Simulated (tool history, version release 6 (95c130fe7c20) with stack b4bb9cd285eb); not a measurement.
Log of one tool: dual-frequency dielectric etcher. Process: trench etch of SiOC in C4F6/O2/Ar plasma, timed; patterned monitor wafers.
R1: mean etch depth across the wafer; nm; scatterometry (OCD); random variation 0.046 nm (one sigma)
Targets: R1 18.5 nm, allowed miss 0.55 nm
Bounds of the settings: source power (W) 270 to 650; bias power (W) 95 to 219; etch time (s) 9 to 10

{"run": 1, "hour": 0.0, "source power (W)": 460, "bias power (W)": 157, "etch time (s)": 10, "R1": 21.647}
{"run": 2, "hour": 8.9, "source power (W)": 460, "bias power (W)": 157, "etch time (s)": 10, "R1": 21.519}
{"run": 3, "hour": 9.6, "source power (W)": 420, "bias power (W)": 157, "etch time (s)": 10, "R1": 21.063}
{"run": 4, "hour": 13.5, "source power (W)": 420, "bias power (W)": 184, "etch time (s)": 10, "R1": 22.179}
{"run": 5, "hour": 19.3, "source power (W)": 420, "bias power (W)": 170, "etch time (s)": 10, "R1": 21.554}
{"run": 6, "hour": 24.8, "source power (W)": 390, "bias power (W)": 161, "etch time (s)": 10, "R1": 20.881}
{"run": 7, "hour": 29.4, "source power (W)": 370, "bias power (W)": 152, "etch time (s)": 10, "R1": 20.28}
{"run": 8, "hour": 34.4, "source power (W)": 290, "bias power (W)": 136, "etch time (s)": 9.5, "R1": 17.868}

Which of these 4 next moves meets every target?
{"run": "A", "hour": 39.4, "source power (W)": 320, "bias power (W)": 95, "etch time (s)": 9.5, "R1": "?"}
{"run": "B", "hour": 39.4, "source power (W)": 270, "bias power (W)": 107, "etch time (s)": 9.5, "R1": "?"}
{"run": "C", "hour": 39.4, "source power (W)": 380, "bias power (W)": 123, "etch time (s)": 9.5, "R1": "?"}
{"run": "D", "hour": 39.4, "source power (W)": 280, "bias power (W)": 142, "etch time (s)": 9, "R1": "?"}

move=A R1=16.544
move=B R1=16.481
move=C R1=18.295
move=D R1=16.936
A: further off than the last run
B: further off than the last run
C: meets every target
D: further off than the last run
Move C is the one to make.
